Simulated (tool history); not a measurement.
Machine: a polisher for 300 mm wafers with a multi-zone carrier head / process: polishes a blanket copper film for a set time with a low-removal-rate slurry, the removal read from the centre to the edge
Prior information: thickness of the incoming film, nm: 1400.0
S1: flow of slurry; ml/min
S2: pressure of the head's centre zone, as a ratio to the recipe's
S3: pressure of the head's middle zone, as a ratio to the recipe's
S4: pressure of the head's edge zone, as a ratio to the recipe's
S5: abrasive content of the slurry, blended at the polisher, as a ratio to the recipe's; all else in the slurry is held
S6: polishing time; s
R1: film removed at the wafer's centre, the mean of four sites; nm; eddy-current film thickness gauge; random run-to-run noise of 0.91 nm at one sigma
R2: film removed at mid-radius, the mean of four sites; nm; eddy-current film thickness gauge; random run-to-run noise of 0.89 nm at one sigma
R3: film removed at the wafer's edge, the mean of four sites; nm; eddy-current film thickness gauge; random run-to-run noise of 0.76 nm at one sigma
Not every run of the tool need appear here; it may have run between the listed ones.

run	day	S1	S2	S3	S4	S5	S6	R1	R2	R3
1	0.000	270	1.00	1.00	1.00	1.00	30	63.223	58.194	58.542
2	0.196	270	0.97	1.00	1.04	1.10	30	62.091	59.325	61.865
3	0.450	270	0.97	1.00	1.10	1.10	30	62.326	60.895	62.679
4	0.792	270	0.95	0.99	1.12	1.15	30	61.541	61.775	64.980
5	0.896	270	0.95	1.05	1.12	1.15	30	62.240	64.217	63.532
6	0.967	270	0.94	1.03	1.13	1.20	30	61.294	63.910	66.424
7	1.062	270	0.94	1.02	1.14	1.25	30	63.459	62.301	66.824
8	1.250	270	0.93	1.02	1.15	1.25	30	62.398	63.917	67.450

Predict the results of run 9:
# day 1.546: centre zone pressure recalibrated
9	1.546	270	0.92	1.02	1.16	1.25	30	?	?	?

{"run 9": {"R1": 58.313, "R2": 65.386, "R3": 67.259}}
